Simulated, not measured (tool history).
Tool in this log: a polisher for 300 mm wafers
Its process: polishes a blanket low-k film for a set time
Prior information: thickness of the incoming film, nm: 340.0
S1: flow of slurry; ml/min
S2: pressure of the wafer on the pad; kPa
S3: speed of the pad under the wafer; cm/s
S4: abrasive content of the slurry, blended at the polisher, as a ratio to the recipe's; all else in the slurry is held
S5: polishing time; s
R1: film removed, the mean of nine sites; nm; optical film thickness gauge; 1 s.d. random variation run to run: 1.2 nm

Run 1, day 0: S1 155 ml/min, S2 15.2 kPa, S3 106 cm/s, S4 1, S5 110 s. Result: R1 53.331 nm.
Run 2, day 0.267: S1 155 ml/min, S2 15.2 kPa, S3 106 cm/s, S4 1, S5 110 s. Result: R1 50.818 nm.
Run 3, day 0.296: S1 155 ml/min, S2 18.6 kPa, S3 106 cm/s, S4 1, S5 110 s. Result: R1 63.518 nm.
Run 4, day 0.517: S1 155 ml/min, S2 18.6 kPa, S3 128 cm/s, S4 1, S5 110 s. Result: R1 74.329 nm.
Run 5, day 0.712: S1 185 ml/min, S2 18.6 kPa, S3 128 cm/s, S4 1, S5 110 s. Result: R1 76.442 nm.
Run 6, day 1.058: S1 185 ml/min, S2 19.3 kPa, S3 128 cm/s, S4 1, S5 110 s. Result: R1 79.966 nm.
Run 7, day 1.117: S1 185 ml/min, S2 20 kPa, S3 128 cm/s, S4 1, S5 110 s. Result: R1 81.183 nm.

Run 8 is up next; what results do you expect?
Run 8, day 1.304: S1 185 ml/min, S2 20.7 kPa, S3 128 cm/s, S4 1, S5 110 s. Result: R1 ?.

For run 8 the tool returned R1 84.482 nm.
